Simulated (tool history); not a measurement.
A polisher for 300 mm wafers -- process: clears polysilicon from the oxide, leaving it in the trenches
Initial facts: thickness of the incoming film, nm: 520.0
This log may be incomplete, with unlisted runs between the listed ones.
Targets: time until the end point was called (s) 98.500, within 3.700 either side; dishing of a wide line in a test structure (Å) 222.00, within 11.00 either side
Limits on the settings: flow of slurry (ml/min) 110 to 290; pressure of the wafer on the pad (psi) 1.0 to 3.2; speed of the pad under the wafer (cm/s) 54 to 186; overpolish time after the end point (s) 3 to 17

| run | hour | flow of slurry (ml/min) | pressure of the wafer on the pad (psi) | speed of the pad under the wafer (cm/s) | overpolish time after the end point (s) | time until the end point was called (s) | dishing of a wide line in a test structure (Å) |
|---|---|---|---|---|---|---|---|
| 1 | 0.0 | 185 | 2.1 | 118 | 9 | 65.052 | 227.33 |
| 2 | 0.6 | 185 | 1.9 | 118 | 9 | 68.651 | 222.12 |
| 3 | 2.8 | 185 | 1.7 | 116 | 11 | 77.402 | 225.61 |
| 4 | 6.2 | 160 | 1.7 | 116 | 11 | 81.155 | 232.47 |
|  | 14.4 | worn pad replaced by a new one |
| 5 | 14.4 | 160 | 1.7 | 116 | 9 | 71.922 | 223.32 |
| 6 | 19.9 | 155 | 1.6 | 112 | 9 | 79.855 | 221.98 |
| 7 | 26.7 | 150 | 1.5 | 112 | 9 | 85.551 | 221.05 |
| 8 | 27.8 | 150 | 1.4 | 112 | 9 | 91.826 | 215.12 |
| 9 | 32.8 | 145 | 1.4 | 112 | 9 | 92.476 | 212.23 |
| 10 | 40.7 | 145 | 1.4 | 112 | 10 | 92.383 | 222.89 |

Of the 4 settings listed for the next run, only one would bring every result within its allowed miss of target. Which one?
| A | 48.6 | 160 | 1.4 | 122 | 10 | ? | ? |
| B | 48.6 | 155 | 1.6 | 106 | 10 | ? | ? |
| C | 48.6 | 145 | 1.5 | 96 | 14 | ? | ? |
| D | 48.6 | 130 | 1.2 | 114 | 13 | ? | ? |

| move | time until the end point was called (s) | dishing of a wide line in a test structure (Å) |
|---|---|---|
| A | 81.307 | 218.22 |
| B | 82.327 | 217.81 |
| C | 97.263 | 222.59 |
| D | 103.540 | 218.89 |
A: the biggest miss grows against the last run
B: the biggest miss grows against the last run
C: every result lands within tolerance
D: pushes the last run's worst result past its target
Move C is the one to make.
